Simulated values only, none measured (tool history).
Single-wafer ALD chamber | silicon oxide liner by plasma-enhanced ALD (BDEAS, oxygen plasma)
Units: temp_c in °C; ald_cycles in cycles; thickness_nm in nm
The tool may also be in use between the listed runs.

run,hour,temp_c,ald_cycles,thickness_nm
1,0,315,51,4.4117
2,5.7,315,56,4.8608
3,6.4,315,50,4.3265
4,13.8,317,49,4.2413
5,17.3,318,48,4.1185
6,26.2,318,54,4.6513
7,29.2,321,52,4.4837

Run 8 comes next. What will it give?
8,32.2,321,50,?

{"run 8": {"thickness_nm": 4.3194}}
